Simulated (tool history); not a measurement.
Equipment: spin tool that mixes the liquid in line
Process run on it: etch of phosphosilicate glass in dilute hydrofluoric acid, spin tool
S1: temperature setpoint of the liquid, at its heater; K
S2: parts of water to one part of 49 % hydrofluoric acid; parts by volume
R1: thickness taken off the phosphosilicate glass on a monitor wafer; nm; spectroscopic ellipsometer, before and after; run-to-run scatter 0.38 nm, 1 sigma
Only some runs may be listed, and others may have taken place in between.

run 1 hour=0.0 | S1=297.15 S2=60 time_under_the_liquid_(s)=15 | R1=30.073
run 2 hour=4.1 | S1=298.65 S2=50 time_under_the_liquid_(s)=15 | R1=38.723
run 3 hour=12.7 | S1=296.15 S2=50 time_under_the_liquid_(s)=15 | R1=35.277
run 4 hour=20.2 | S1=296.15 S2=30 time_under_the_liquid_(s)=15 | R1=59.911
run 5 hour=23.3 | S1=296.15 S2=45 time_under_the_liquid_(s)=15 | R1=39.546
run 6 hour=29.1 | S1=296.15 S2=65 time_under_the_liquid_(s)=15 | R1=26.513

Forecast run 7:
run 7 hour=33.1 | S1=298.15 S2=55 time_under_the_liquid_(s)=15 | R1=?

R1: 34.630 nm

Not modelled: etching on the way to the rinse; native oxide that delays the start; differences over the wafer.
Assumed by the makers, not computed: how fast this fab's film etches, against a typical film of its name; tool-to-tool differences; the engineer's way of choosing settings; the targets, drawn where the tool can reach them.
